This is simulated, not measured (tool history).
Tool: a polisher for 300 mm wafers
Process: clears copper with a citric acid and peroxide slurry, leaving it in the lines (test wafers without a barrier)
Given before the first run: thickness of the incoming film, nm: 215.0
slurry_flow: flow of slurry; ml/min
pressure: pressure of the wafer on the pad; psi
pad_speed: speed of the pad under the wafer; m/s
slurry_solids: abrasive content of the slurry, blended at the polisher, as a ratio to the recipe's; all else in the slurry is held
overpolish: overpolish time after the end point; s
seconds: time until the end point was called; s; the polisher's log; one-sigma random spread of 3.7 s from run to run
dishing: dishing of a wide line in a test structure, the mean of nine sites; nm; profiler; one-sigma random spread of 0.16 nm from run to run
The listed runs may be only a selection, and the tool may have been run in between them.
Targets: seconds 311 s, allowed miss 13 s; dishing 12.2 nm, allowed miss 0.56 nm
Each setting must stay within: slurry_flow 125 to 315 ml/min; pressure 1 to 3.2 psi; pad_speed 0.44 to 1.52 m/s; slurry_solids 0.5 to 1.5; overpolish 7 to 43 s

run    day  slurry_flow  pressure  pad_speed  slurry_solids  overpolish  seconds  dishing
  1      0          205       2.1       0.98              1          22   142.87   17.662
  2  0.225          205       2.1       0.98            1.1          22   140.27    18.04
  3  0.558          205       2.1       0.98            1.1          15   139.46   14.049
  4  0.592          205       2.1       0.98            1.1          23   141.12   18.984
  5  0.746          205       2.1       0.98            1.1          31   143.98   22.822
  6    0.8          205         2       0.94            1.1          31   154.95   21.973
  7  0.829          205       1.9        0.9            1.1          31   172.27   20.685
  8  1.067          205       1.8       0.88            1.1          30   182.06   18.995
  9  1.304          205       1.7       0.86            1.1          30   198.74   17.932
 10  1.512          205       1.7       0.86            1.1          30   196.36   17.404
 11  1.821          205       1.6       0.84            1.1          30   212.45   17.244
 12  1.892          205       1.5       0.84            1.1          30   224.89   16.231
 13   2.15          205       1.4       0.84            1.1          30   237.53   15.361
 14  2.362          205       1.3       0.84            1.1          30   257.25   14.503
 15  2.567          200       1.1       0.84            1.1          30   302.01   12.709

Consider the 5 candidate settings below. Which is the only one whose results all fall within their allowed miss of target?
  A  2.771          195       1.3       0.76            1.1          29        ?        ?
  B  2.771          195       1.2       0.84           1.05          31        ?        ?
  C  2.771          205       1.1       0.86            0.8          30        ?        ?
  D  2.771          200       1.3       0.74              1          34        ?        ?
  E  2.771          220       1.1       0.92           0.85          27        ?        ?

move  seconds  dishing
   A   277.72   13.014
   B   275.46   13.766
   C   308.17   12.232
   D   289.77   14.276
   E   282.85    12.03
A: lands further from the targets than the last run did
B: lands further from the targets than the last run did
C: each result inside its tolerance
D: lands further from the targets than the last run did
E: the furthest-off result lands on target, but another misses its tolerance
Answer: C
